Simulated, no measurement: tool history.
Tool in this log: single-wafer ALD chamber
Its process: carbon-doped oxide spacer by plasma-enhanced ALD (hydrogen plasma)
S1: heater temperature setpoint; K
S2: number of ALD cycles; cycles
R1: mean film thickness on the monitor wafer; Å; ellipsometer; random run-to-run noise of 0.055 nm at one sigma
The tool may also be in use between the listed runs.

| run | hour | S1 | S2 | R1 |
|---|---|---|---|---|
| 1 | 0.0 | 668.15 | 262 | 126.73 |
| 2 | 3.2 | 668.15 | 258 | 124.05 |
| 3 | 8.0 | 675.15 | 258 | 123.51 |
| 4 | 14.1 | 679.15 | 258 | 122.67 |
| 5 | 14.7 | 679.15 | 292 | 139.61 |
| 6 | 19.1 | 679.15 | 255 | 121.18 |

Run 7 is up next; what results do you expect?
| 7 | 21.9 | 679.15 | 252 | ? |

Run 7 measured R1 119.97 Å.
